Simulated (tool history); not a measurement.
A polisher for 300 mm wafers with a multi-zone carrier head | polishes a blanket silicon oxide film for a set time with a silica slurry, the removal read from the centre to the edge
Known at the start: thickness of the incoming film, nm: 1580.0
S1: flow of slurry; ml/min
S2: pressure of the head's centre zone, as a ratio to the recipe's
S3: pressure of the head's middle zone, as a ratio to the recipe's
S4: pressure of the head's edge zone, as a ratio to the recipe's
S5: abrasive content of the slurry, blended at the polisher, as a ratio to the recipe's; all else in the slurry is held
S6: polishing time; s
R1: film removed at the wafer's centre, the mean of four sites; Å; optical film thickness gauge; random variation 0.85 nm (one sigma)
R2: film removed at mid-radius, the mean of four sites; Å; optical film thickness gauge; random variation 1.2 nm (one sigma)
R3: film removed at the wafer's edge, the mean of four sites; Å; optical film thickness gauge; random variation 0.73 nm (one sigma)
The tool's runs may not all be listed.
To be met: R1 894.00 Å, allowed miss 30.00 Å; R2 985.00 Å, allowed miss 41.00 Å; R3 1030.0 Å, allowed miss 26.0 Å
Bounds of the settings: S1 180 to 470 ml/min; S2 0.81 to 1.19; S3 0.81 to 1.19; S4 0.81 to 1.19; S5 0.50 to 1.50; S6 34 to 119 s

run 1 hour=0.0 | S1=300 S2=1.00 S3=1.00 S4=1.00 S5=1.00 S6=76 | R1=1784.60 R2=1789.40 R3=1865.2
run 2 hour=8.1 | S1=295 S2=0.96 S3=0.98 S4=0.97 S5=0.85 S6=70 | R1=1462.40 R2=1498.20 R3=1558.6
run 3 hour=16.1 | S1=295 S2=0.90 S3=0.98 S4=0.97 S5=0.85 S6=70 | R1=1375.10 R2=1493.80 R3=1526.4
run 4 hour=24.0 | S1=365 S2=0.90 S3=0.98 S4=0.97 S5=0.85 S6=70 | R1=1360.80 R2=1518.40 R3=1557.1
run 5 hour=25.9 | S1=410 S2=0.90 S3=0.98 S4=0.97 S5=0.85 S6=70 | R1=1398.30 R2=1521.50 R3=1570.6
run 6 hour=27.1 | S1=405 S2=0.88 S3=0.96 S4=0.94 S5=0.75 S6=67 | R1=1235.40 R2=1347.00 R3=1391.2
run 7 hour=31.9 | S1=405 S2=0.86 S3=0.95 S4=0.93 S5=0.70 S6=65 | R1=1128.30 R2=1262.40 R3=1301.0
run 8 hour=37.0 | S1=400 S2=0.85 S3=0.93 S4=0.90 S5=0.65 S6=64 | R1=1054.80 R2=1138.00 R3=1209.8
run 9 hour=41.6 | S1=395 S2=0.84 S3=0.93 S4=0.88 S5=0.60 S6=64 | R1=972.86 R2=1108.10 R3=1126.4
run 10 hour=45.7 | S1=375 S2=0.84 S3=0.91 S4=0.87 S5=0.60 S6=64 | R1=972.89 R2=1074.40 R3=1125.2
run 11 hour=54.0 | S1=365 S2=0.84 S3=0.90 S4=0.85 S5=0.60 S6=64 | R1=963.56 R2=1054.60 R3=1115.9
run 12 hour=56.4 | S1=360 S2=0.84 S3=0.90 S4=0.84 S5=0.60 S6=64 | R1=977.26 R2=1090.00 R3=1100.4
run 13 hour=58.0 | S1=355 S2=0.83 S3=0.89 S4=0.83 S5=0.60 S6=64 | R1=950.31 R2=1074.00 R3=1103.5
run 14 hour=59.5 | S1=355 S2=0.83 S3=0.88 S4=0.83 S5=0.60 S6=64 | R1=970.52 R2=1074.20 R3=1090.4
run 15 hour=62.8 | S1=355 S2=0.83 S3=0.88 S4=0.83 S5=0.60 S6=64 | R1=958.38 R2=1055.90 R3=1103.3

Which of these 4 next moves meets every target?
run A hour=66.1 | S1=350 S2=0.92 S3=0.81 S4=0.87 S5=0.70 S6=57 | R1=? R2=? R3=?
run B hour=66.1 | S1=380 S2=0.87 S3=0.88 S4=0.86 S5=0.55 S6=71 | R1=? R2=? R3=?
run C hour=66.1 | S1=285 S2=0.83 S3=0.88 S4=0.84 S5=0.50 S6=68 | R1=? R2=? R3=?
run D hour=66.1 | S1=330 S2=0.82 S3=0.87 S4=0.82 S5=0.55 S6=73 | R1=? R2=? R3=?

move=A R1=1040.40 R2=955.19 R3=1087.4
move=B R1=1063.90 R2=1092.60 R3=1166.5
move=C R1=886.43 R2=957.22 R3=1017.1
move=D R1=1017.30 R2=1102.00 R3=1163.9
A: further off than the last run
B: further off than the last run
C: meets every target
D: further off than the last run
The right move is C.
